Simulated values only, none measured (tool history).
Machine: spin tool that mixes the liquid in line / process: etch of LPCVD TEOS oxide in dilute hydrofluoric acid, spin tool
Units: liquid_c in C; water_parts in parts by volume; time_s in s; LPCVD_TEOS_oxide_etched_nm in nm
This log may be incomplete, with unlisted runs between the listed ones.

run  hour  liquid_c  water_parts  time_s  LPCVD_TEOS_oxide_etched_nm
  1   0.0      24.0          145      55                      10.721
  2   6.1      25.0          140      55                      11.622
  3   7.4      27.5          140      55                      12.740
  4   8.6      28.0          135      55                      13.650
  5  16.3      28.0          155      55                      11.639
  6  24.6      29.5          155      55                      12.195
  7  25.4      30.0          150      55                      12.808
  8  32.8      30.0          145      55                      13.372
  9  34.4      30.0          140      55                      13.962

Predict the results of run 10:
 10  39.3      30.0          135      55                           ?

{"run 10": {"LPCVD_TEOS_oxide_etched_nm": 14.693}}
